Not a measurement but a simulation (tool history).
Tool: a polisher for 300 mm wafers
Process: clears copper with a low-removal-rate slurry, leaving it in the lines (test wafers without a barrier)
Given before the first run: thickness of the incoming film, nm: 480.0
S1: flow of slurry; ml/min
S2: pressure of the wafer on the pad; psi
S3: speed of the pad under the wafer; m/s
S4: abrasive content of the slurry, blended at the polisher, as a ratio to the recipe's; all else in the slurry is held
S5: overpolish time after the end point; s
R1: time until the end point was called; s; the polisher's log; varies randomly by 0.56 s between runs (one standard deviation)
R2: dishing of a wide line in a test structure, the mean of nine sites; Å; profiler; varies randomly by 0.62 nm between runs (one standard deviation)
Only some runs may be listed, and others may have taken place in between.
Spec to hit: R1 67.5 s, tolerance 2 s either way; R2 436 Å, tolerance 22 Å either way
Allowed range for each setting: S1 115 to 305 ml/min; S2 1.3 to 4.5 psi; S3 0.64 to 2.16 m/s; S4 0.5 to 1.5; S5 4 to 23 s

run	hour	S1	S2	S3	S4	S5	R1	R2
1	0	195	2.9	1.4	1	12	118.05	320.09
2	6.8	205	3.3	1.4	1	11	107.7	312.58
3	15.7	205	3.6	1.46	1	11	97.753	337.72
4	18.4	205	3.2	1.46	1	11	106.13	326.23
5	22.1	205	3.8	1.46	1	11	93.442	356.9
6	23.9	205	3.2	1.46	1	11	105.22	329.18
7	30.1	215	3.6	1.52	1	11	94.747	356.75
8	39.2	215	3.9	1.58	1	11	84.642	401.6
9	47	215	4.1	1.62	1	10	79.276	378.8
10	54.5	215	4.2	1.66	1	10	77.039	395.8
11	56.7	220	4.3	1.7	1	10	73.342	407.81
12	63	220	4.4	1.72	1	10	71.767	426.61
13	65.7	220	4.4	1.74	1	10	70.16	417.67

Which one of the following 4 next-run settings gets every result inside its allowed miss? There is exactly one.
A	68.4	250	4.3	1.7	1.05	9	?	?
B	68.4	220	4.5	1.74	0.95	9	?	?
C	68.4	215	4.1	1.96	0.95	10	?	?
D	68.4	190	4.3	1.82	1.15	11	?	?

move	R1	R2
A	71.036	383.4
B	69.616	390.61
C	66.503	438.56
D	66.792	471.85
A: further off than the last run
B: further off than the last run
C: every result within its allowed miss
D: meets the target for the result that was furthest off, but another lies outside its allowed miss
The right move is C.

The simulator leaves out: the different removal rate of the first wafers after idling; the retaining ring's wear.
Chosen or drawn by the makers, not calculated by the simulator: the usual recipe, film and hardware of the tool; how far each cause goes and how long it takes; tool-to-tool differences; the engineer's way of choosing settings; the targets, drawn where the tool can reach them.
